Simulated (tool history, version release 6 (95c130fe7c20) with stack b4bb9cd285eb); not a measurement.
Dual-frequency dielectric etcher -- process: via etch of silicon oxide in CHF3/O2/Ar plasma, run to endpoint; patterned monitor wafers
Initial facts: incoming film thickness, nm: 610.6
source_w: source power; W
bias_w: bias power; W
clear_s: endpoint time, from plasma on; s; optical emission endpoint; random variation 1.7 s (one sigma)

run  hour  source_w  bias_w  clear_s
  1     0       870     160   270.98
  2     9       870     181   264.98
  3    11       870     204   253.48
  4  14.2       820     198   264.07
  5    17       820     223   254.03
  6  25.1       890     223   245.39
  7  26.9       840     215   254.29

Expected results for the next run?
  8  30.6       790     209        ?

Run 8 measured clear_s 264.19 s.
